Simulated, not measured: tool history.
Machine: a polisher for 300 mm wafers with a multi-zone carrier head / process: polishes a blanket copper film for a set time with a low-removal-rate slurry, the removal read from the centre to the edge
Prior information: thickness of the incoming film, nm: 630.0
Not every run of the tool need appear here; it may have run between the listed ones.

| run | hour | flow of slurry (ml/min) | pressure of the head's centre zone | pressure of the head's middle zone | pressure of the head's edge zone | abrasive content of the slurry | polishing time (s) | film removed at the wafer's centre (angstrom) | film removed at mid-radius (angstrom) | film removed at the wafer's edge (angstrom) |
|---|---|---|---|---|---|---|---|---|---|---|
| 1 | 0.0 | 145 | 1.00 | 1.00 | 1.00 | 1.00 | 36 | 950.29 | 978.19 | 979.93 |
| 2 | 7.3 | 145 | 1.00 | 1.00 | 1.00 | 0.90 | 36 | 931.63 | 941.68 | 954.83 |
| 3 | 12.7 | 155 | 1.01 | 1.04 | 1.04 | 0.95 | 36 | 976.18 | 996.02 | 980.68 |
| 4 | 20.5 | 165 | 1.00 | 1.06 | 1.06 | 1.05 | 36 | 1019.40 | 1036.30 | 1021.80 |
| 5 | 22.2 | 170 | 0.98 | 1.09 | 1.07 | 1.15 | 36 | 1003.50 | 1068.80 | 1056.00 |
|  | 27.6 | slurry nozzle cleaned |
| 6 | 27.6 | 175 | 0.98 | 1.11 | 1.06 | 1.20 | 36 | 1077.60 | 1146.60 | 1092.90 |

What does the tool deliver on the next run?
| 7 | 34.5 | 185 | 0.97 | 1.12 | 1.06 | 1.20 | 36 | ? | ? | ? |

{"run 7": {"film removed at the wafer's centre (angstrom)": 1071.9, "film removed at mid-radius (angstrom)": 1176.8, "film removed at the wafer's edge (angstrom)": 1111.6}}
